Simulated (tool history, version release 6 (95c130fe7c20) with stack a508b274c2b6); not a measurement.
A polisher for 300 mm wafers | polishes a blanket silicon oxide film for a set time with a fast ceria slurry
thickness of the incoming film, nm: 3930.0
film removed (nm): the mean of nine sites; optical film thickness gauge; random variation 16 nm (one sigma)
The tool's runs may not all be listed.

run  hour  flow of slurry (ml/min)  pressure of the wafer on the pad (psi)  speed of the pad under the wafer (cm/s)  polishing time (s)  film removed (nm)
  1   0.0                      285                                     3.4                                       76                  44             733.66
  2   2.8                      285                                     3.4                                       76                  40             639.51
  3   8.6                      285                                     3.8                                       76                  40             702.94
  4   9.4                      285                                     4.1                                       78                  40             782.63
     11.4  -- slurry nozzle cleaned
  5  11.4                      285                                     4.1                                       90                  40             927.02
  6  19.2                      285                                     4.2                                       90                  40             976.36
  7  20.1                      285                                     4.3                                       90                  40             961.22

The next listed run, before its measurement:
  8  20.9                      285                                     4.4                                       90                  40                  ?

film removed (nm): 1041.50
